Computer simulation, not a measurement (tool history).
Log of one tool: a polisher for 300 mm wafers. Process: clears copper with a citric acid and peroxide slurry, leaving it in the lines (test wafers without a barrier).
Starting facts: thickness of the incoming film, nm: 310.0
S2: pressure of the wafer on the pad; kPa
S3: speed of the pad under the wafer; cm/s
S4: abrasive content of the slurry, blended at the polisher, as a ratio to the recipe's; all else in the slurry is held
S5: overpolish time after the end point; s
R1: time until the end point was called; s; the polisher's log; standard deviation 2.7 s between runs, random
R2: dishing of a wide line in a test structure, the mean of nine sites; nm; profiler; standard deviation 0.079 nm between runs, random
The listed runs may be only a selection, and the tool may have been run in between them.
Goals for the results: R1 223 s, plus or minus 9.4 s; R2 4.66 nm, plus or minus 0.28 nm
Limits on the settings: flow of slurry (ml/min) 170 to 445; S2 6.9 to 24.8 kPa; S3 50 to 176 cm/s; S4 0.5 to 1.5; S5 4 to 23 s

{"run": 1, "hour": 0.0, "flow of slurry (ml/min)": 285, "S2": 15.9, "S3": 112, "S4": 1, "S5": 12, "R1": 200.99, "R2": 14.655}
{"run": 2, "hour": 1.7, "flow of slurry (ml/min)": 285, "S2": 15.9, "S3": 132, "S4": 1, "S5": 12, "R1": 169.46, "R2": 17.092}
{"run": 3, "hour": 10.6, "flow of slurry (ml/min)": 275, "S2": 13.1, "S3": 138, "S4": 0.95, "S5": 9, "R1": 191.49, "R2": 11.458}
{"run": 4, "hour": 16.8, "flow of slurry (ml/min)": 240, "S2": 11, "S3": 148, "S4": 0.8, "S5": 7, "R1": 218.75, "R2": 7.8838}
{"run": 5, "hour": 25.7, "flow of slurry (ml/min)": 220, "S2": 10.3, "S3": 156, "S4": 0.7, "S5": 6, "R1": 229.77, "R2": 6.6305}
{"run": 6, "hour": 31.4, "flow of slurry (ml/min)": 205, "S2": 10.3, "S3": 162, "S4": 0.65, "S5": 5, "R1": 229.81, "R2": 5.4745}
{"run": 7, "hour": 36.2, "flow of slurry (ml/min)": 200, "S2": 11, "S3": 164, "S4": 0.6, "S5": 5, "R1": 226.58, "R2": 5.5994}
{"run": 8, "hour": 44.2, "flow of slurry (ml/min)": 190, "S2": 11, "S3": 168, "S4": 0.55, "S5": 5, "R1": 230.36, "R2": 5.5781}
{"run": 9, "hour": 47.1, "flow of slurry (ml/min)": 250, "S2": 6.9, "S3": 166, "S4": 0.8, "S5": 4, "R1": 267.66, "R2": 3.874}
{"run": 10, "hour": 51.4, "flow of slurry (ml/min)": 255, "S2": 7.6, "S3": 170, "S4": 0.8, "S5": 4, "R1": 250.43, "R2": 4.1214}
{"run": 11, "hour": 55.7, "flow of slurry (ml/min)": 255, "S2": 9.7, "S3": 170, "S4": 0.8, "S5": 4, "R1": 210.94, "R2": 5.0236}

Of the 4 settings listed for the next run, only one would bring every result within its allowed miss of target. Which one?
{"run": "A", "hour": 60.0, "flow of slurry (ml/min)": 290, "S2": 9.7, "S3": 150, "S4": 0.9, "S5": 4, "R1": "?", "R2": "?"}
{"run": "B", "hour": 60.0, "flow of slurry (ml/min)": 250, "S2": 11.7, "S3": 162, "S4": 0.85, "S5": 4, "R1": "?", "R2": "?"}
{"run": "C", "hour": 60.0, "flow of slurry (ml/min)": 315, "S2": 9.7, "S3": 176, "S4": 0.85, "S5": 4, "R1": "?", "R2": "?"}
{"run": "D", "hour": 60.0, "flow of slurry (ml/min)": 280, "S2": 11, "S3": 170, "S4": 0.7, "S5": 4, "R1": "?", "R2": "?"}

move=A R1=224.68 R2=4.6021
move=B R1=187.43 R2=5.4985
move=C R1=194.36 R2=5.2979
move=D R1=196.86 R2=5.2394
A: meets every target
B: its largest miss is bigger than the last run's
C: its largest miss is bigger than the last run's
D: its largest miss is bigger than the last run's
A is the move that brings every result within its allowed miss.
